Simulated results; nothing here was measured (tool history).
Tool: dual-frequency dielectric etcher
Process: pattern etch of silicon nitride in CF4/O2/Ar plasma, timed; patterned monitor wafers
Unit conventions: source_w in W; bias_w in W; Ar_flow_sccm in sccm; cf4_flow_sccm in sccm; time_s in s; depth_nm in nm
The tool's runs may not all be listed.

run	hour	source_w	bias_w	Ar_flow_sccm	cf4_flow_sccm	time_s	depth_nm
1	0	570	46	127	124	18	34.963
2	3.4	570	46	127	124	18.5	36.155
3	5.8	540	46	127	124	18.5	34.577
4	7.2	520	46	127	124	18.5	33.185
5	9.6	580	46	127	124	18.5	36.779
6	11.5	580	38	127	124	18.5	34.133

Run 7 is up next; what results do you expect?
7	18.8	570	38	127	124	18.5	?

{"run 7": {"depth_nm": 33.42}}

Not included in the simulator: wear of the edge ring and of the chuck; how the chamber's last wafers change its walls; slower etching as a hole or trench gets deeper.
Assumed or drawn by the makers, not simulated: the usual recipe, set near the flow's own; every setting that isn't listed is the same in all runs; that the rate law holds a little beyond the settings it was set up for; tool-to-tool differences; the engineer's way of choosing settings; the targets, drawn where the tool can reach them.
